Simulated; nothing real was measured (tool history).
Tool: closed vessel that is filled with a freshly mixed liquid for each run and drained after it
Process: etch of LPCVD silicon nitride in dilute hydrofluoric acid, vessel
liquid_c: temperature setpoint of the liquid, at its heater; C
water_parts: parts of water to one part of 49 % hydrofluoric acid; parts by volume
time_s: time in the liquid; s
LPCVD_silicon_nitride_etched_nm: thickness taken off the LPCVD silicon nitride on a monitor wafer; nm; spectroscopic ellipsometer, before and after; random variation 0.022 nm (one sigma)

run	hour	liquid_c	water_parts	time_s	LPCVD_silicon_nitride_etched_nm
1	0	24	135	695	2.4968
2	7.5	24	135	695	2.4855
3	12.2	24	135	695	2.4542
4	18.7	24	135	695	2.4697
5	22.1	22.5	135	695	2.2568
6	27.7	22.5	135	485	1.558
7	29.3	24	135	485	1.7301

Expected results for the next run?
8	33.8	26.5	130	485	?

{"run 8": {"LPCVD_silicon_nitride_etched_nm": 2.0923}}
